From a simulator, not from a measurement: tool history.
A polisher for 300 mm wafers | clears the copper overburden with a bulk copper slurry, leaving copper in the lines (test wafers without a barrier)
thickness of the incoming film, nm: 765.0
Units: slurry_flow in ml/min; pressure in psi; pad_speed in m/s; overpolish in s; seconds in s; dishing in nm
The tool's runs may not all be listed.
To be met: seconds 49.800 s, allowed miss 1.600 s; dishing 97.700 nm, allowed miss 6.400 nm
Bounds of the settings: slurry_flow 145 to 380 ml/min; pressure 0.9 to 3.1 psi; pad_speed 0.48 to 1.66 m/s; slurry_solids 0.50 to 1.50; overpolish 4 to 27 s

run  hour  slurry_flow  pressure  pad_speed  slurry_solids  overpolish  seconds  dishing
  1   0.0          245       2.0       1.06           1.00          14   90.225   63.195
  2   2.7          245       2.3       1.06           1.00          14   78.091   69.397
  3   9.1          245       2.3       1.06           1.00          17   80.395   79.354
  4  11.0          245       2.3       1.06           1.00          15   79.767   71.231
  5  16.7          245       2.5       1.08           1.00          15   72.040   75.650
  6  19.6          245       2.6       1.12           1.00          15   66.832   80.367
  7  25.0          245       2.6       1.12           1.00          15   67.096   79.311
  8  30.2          245       2.7       1.14           1.00          15   64.133   81.977
  9  38.1          245       2.8       1.16           1.00          15   60.226   86.008
 10  43.1          245       2.9       1.18           1.00          15   57.122   90.579
 11  50.5          245       2.9       1.20           1.00          15   57.257   92.158
 12  57.5          250       2.9       1.22           1.00          15   55.310   89.879
 13  63.1          255       2.9       1.22           1.00          15   54.968   88.811
 14  69.9          260       2.9       1.22           1.00          15   55.806   93.124

Which of these 4 next moves meets every target?
  A  76.7          280       3.0       1.20           1.00          16        ?        ?
  B  76.7          230       3.1       1.32           0.85          15        ?        ?
  C  76.7          285       3.1       1.14           0.95          13        ?        ?
  D  76.7          285       2.8       1.08           0.95          20        ?        ?

move  seconds  dishing
   A   54.150   96.349
   B   50.618   97.118
   C   55.266   86.208
   D   64.046   97.357
A: nearer than the last run, and not there yet
B: meets every target
C: nearer than the last run, and not there yet
D: further off than the last run
Move B is the one to make.
